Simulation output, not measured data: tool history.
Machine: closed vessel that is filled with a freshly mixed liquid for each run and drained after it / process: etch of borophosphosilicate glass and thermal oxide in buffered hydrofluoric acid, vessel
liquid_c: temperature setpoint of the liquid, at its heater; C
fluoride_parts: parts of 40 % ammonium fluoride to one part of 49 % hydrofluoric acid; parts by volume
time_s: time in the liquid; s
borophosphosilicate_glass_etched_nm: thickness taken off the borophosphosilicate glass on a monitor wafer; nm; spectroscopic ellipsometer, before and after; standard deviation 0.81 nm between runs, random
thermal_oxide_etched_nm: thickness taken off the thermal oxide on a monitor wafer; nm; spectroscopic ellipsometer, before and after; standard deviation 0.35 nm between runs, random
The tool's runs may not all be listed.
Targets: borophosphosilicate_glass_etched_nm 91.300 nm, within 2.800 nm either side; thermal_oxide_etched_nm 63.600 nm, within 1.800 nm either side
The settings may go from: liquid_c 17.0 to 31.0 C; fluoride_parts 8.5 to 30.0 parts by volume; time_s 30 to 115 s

run	day	liquid_c	fluoride_parts	time_s	borophosphosilicate_glass_etched_nm	thermal_oxide_etched_nm
1	0.000	23.0	23.0	60	43.757	30.622
2	0.050	25.5	20.0	60	55.435	38.649
3	0.254	27.0	18.0	60	65.888	46.888
4	0.300	28.0	17.5	60	71.966	50.586
5	0.383	29.0	17.0	60	78.450	54.832
6	0.554	29.5	17.0	60	80.589	56.487
7	0.833	30.0	17.0	60	80.960	57.594
8	0.992	30.0	16.5	60	84.249	59.189
9	1.046	30.5	16.5	60	86.032	60.655

Pick the move, out of 4, that brings all results within their allowed miss; only one does.
A	1.100	28.0	14.0	55	?	?
B	1.100	20.0	12.5	75	?	?
C	1.100	23.0	16.5	95	?	?
D	1.100	30.0	15.5	55	?	?

move	borophosphosilicate_glass_etched_nm	thermal_oxide_etched_nm
A	81.928	57.256
B	81.081	56.370
C	92.057	64.209
D	82.316	57.602
A: moves away from the targets compared with the last run
B: moves away from the targets compared with the last run
C: every result lands within tolerance
D: moves away from the targets compared with the last run
The right move is C.
